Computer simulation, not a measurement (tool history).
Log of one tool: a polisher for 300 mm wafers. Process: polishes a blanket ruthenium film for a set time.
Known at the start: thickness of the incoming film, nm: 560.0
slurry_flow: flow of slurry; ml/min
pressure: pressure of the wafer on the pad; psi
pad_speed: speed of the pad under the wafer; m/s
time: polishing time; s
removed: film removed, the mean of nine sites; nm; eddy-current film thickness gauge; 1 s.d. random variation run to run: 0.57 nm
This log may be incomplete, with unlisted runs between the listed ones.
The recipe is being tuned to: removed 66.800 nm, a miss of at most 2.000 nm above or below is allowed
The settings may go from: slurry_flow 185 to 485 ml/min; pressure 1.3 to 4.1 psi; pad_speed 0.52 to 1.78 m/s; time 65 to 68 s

Run 1, hour 0.0: slurry_flow 310 ml/min, pressure 2.7 psi, pad_speed 1.14 m/s, time 65 s. Result: removed 106.230 nm.
Run 2, hour 7.4: slurry_flow 310 ml/min, pressure 2.7 psi, pad_speed 1.14 m/s, time 68 s. Result: removed 111.390 nm.
Run 3, hour 9.6: slurry_flow 310 ml/min, pressure 3.0 psi, pad_speed 1.14 m/s, time 68 s. Result: removed 121.540 nm.
Run 4, hour 13.1: slurry_flow 310 ml/min, pressure 2.5 psi, pad_speed 1.10 m/s, time 68 s. Result: removed 99.503 nm.
Run 5, hour 19.0: slurry_flow 385 ml/min, pressure 2.5 psi, pad_speed 1.10 m/s, time 68 s. Result: removed 101.050 nm.
Run 6, hour 24.1: slurry_flow 385 ml/min, pressure 2.5 psi, pad_speed 1.10 m/s, time 65 s. Result: removed 96.761 nm.
Run 7, hour 25.8: slurry_flow 385 ml/min, pressure 2.2 psi, pad_speed 1.10 m/s, time 65 s. Result: removed 85.874 nm.
Run 8, hour 30.6: slurry_flow 385 ml/min, pressure 2.2 psi, pad_speed 1.10 m/s, time 65 s. Result: removed 85.911 nm.
Run 9, hour 39.4: slurry_flow 385 ml/min, pressure 2.0 psi, pad_speed 1.10 m/s, time 65 s. Result: removed 77.343 nm.
Run 10, hour 42.1: slurry_flow 375 ml/min, pressure 1.9 psi, pad_speed 1.10 m/s, time 65 s. Result: removed 73.251 nm.
Run 11, hour 46.8: slurry_flow 360 ml/min, pressure 1.9 psi, pad_speed 1.10 m/s, time 65 s. Result: removed 72.996 nm.
Run 12, hour 51.4: slurry_flow 355 ml/min, pressure 1.6 psi, pad_speed 1.10 m/s, time 65 s. Result: removed 62.563 nm.
Run 13, hour 55.9: slurry_flow 370 ml/min, pressure 1.6 psi, pad_speed 1.10 m/s, time 65 s. Result: removed 62.421 nm.
Run 14, hour 57.6: slurry_flow 385 ml/min, pressure 1.6 psi, pad_speed 1.10 m/s, time 65 s. Result: removed 63.598 nm.
Run 15, hour 61.8: slurry_flow 385 ml/min, pressure 1.6 psi, pad_speed 1.10 m/s, time 65 s. Result: removed 63.493 nm.
Run 16, hour 69.4: slurry_flow 395 ml/min, pressure 1.6 psi, pad_speed 1.10 m/s, time 65 s. Result: removed 63.783 nm.
Run 17, hour 75.7: slurry_flow 400 ml/min, pressure 1.6 psi, pad_speed 1.10 m/s, time 65 s. Result: removed 63.558 nm.

Exercise: of the 4 proposed moves below, exactly one satisfies all targets within the stated allowed misses. Which move is it?
Run A, hour 82.0: slurry_flow 380 ml/min, pressure 1.6 psi, pad_speed 1.10 m/s, time 65 s. Result: removed ?.
Run B, hour 82.0: slurry_flow 370 ml/min, pressure 1.8 psi, pad_speed 1.12 m/s, time 66 s. Result: removed ?.
Run C, hour 82.0: slurry_flow 400 ml/min, pressure 1.8 psi, pad_speed 1.10 m/s, time 65 s. Result: removed ?.
Run D, hour 82.0: slurry_flow 355 ml/min, pressure 1.4 psi, pad_speed 1.28 m/s, time 68 s. Result: removed ?.

move  removed
   A   63.836
   B   73.621
   C   71.628
   D   67.897
A: an improvement on the last run, though not all results are within tolerance
B: takes the biggest miss from the last run beyond its target
C: takes the biggest miss from the last run beyond its target
D: in spec on every target
D meets every target.

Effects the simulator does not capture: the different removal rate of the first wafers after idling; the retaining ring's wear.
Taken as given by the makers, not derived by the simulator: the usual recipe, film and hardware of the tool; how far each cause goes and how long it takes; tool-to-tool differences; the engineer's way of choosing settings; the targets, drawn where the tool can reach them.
